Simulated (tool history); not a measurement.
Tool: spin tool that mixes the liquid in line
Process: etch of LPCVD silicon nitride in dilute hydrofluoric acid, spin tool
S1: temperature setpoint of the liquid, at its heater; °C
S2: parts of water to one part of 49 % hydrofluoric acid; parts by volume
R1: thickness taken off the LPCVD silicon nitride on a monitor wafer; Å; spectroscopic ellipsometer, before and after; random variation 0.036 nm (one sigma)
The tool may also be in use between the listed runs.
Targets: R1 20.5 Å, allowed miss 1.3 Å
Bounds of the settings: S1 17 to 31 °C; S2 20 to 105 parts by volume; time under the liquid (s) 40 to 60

Run 1, hour 0: S1 23 °C, S2 55 parts by volume, time under the liquid (s) 60. Result: R1 6.9511 Å.
Run 2, hour 7.5: S1 23 °C, S2 50 parts by volume, time under the liquid (s) 60. Result: R1 7.8464 Å.
Run 3, hour 11.9: S1 24.5 °C, S2 45 parts by volume, time under the liquid (s) 60. Result: R1 9.6307 Å.
Run 4, hour 16.3: S1 25.5 °C, S2 40 parts by volume, time under the liquid (s) 60. Result: R1 11.683 Å.
Run 5, hour 22.8: S1 26.5 °C, S2 40 parts by volume, time under the liquid (s) 60. Result: R1 12.994 Å.
Run 6, hour 26.5: S1 27.5 °C, S2 40 parts by volume, time under the liquid (s) 60. Result: R1 13.018 Å.
Run 7, hour 27.7: S1 28 °C, S2 35 parts by volume, time under the liquid (s) 60. Result: R1 15.51 Å.
Run 8, hour 30.7: S1 28.5 °C, S2 35 parts by volume, time under the liquid (s) 60. Result: R1 15.46 Å.
Run 9, hour 33.6: S1 29 °C, S2 35 parts by volume, time under the liquid (s) 60. Result: R1 16.724 Å.
Run 10, hour 35.7: S1 29.5 °C, S2 35 parts by volume, time under the liquid (s) 60. Result: R1 17.565 Å.

5 next moves are on the table. One of them brings every result within its allowed miss. Which?
Run A, hour 37.8: S1 30.5 °C, S2 35 parts by volume, time under the liquid (s) 60. Result: R1 ?.
Run B, hour 37.8: S1 27.5 °C, S2 20 parts by volume, time under the liquid (s) 55. Result: R1 ?.
Run C, hour 37.8: S1 25.5 °C, S2 20 parts by volume, time under the liquid (s) 55. Result: R1 ?.
Run D, hour 37.8: S1 27 °C, S2 35 parts by volume, time under the liquid (s) 60. Result: R1 ?.
Run E, hour 37.8: S1 30.5 °C, S2 30 parts by volume, time under the liquid (s) 40. Result: R1 ?.

move      R1
   A  18.914
   B  24.453
   C  21.372
   D  15.031
   E  14.659
A: nearer than the last run, and not there yet
B: takes the result that was furthest off past its target
C: meets every target
D: further off than the last run
E: further off than the last run
The right move is C.
